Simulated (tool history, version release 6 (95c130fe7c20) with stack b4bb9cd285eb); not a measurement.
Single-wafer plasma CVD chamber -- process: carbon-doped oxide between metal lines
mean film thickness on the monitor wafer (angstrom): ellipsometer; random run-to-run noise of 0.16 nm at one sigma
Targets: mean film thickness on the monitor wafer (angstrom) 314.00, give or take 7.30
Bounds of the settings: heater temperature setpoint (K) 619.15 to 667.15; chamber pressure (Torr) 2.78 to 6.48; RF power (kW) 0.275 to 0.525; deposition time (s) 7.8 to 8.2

run	hour	heater temperature setpoint (K)	chamber pressure (Torr)	RF power (kW)	deposition time (s)	mean film thickness on the monitor wafer (angstrom)
1	0.0	643.15	4.63	0.400	8.2	355.06
2	0.8	643.15	4.63	0.440	8.2	375.41
3	8.6	643.15	3.80	0.440	8.2	362.38
4	9.4	644.15	3.66	0.430	8.2	357.68
5	17.1	636.15	3.66	0.430	8.2	362.24
6	21.8	636.15	3.66	0.375	8.2	333.58
7	23.1	636.15	3.66	0.375	8.2	332.12
8	24.7	636.15	3.56	0.370	8.2	330.93
9	30.7	636.15	3.48	0.365	8.2	325.06
10	34.5	636.15	3.42	0.365	8.2	329.40

Below are 5 possible settings for the next run. Only one of them brings all results inside the allowed miss of their targets. Which is it?
A	38.3	626.15	3.17	0.380	8.2	?
B	38.3	635.15	3.36	0.415	8.2	?
C	38.3	636.15	3.06	0.410	7.8	?
D	38.3	642.15	4.01	0.340	8.2	?
E	38.3	633.15	4.21	0.380	8.2	?

move	mean film thickness on the monitor wafer (angstrom)
A	338.06
B	350.60
C	327.67
D	313.89
E	343.72
A: further off than the last run
B: further off than the last run
C: closes in on the targets versus the last run, not all within tolerance yet
D: hits every target within its allowed miss
E: further off than the last run
Go with D: it meets all targets.
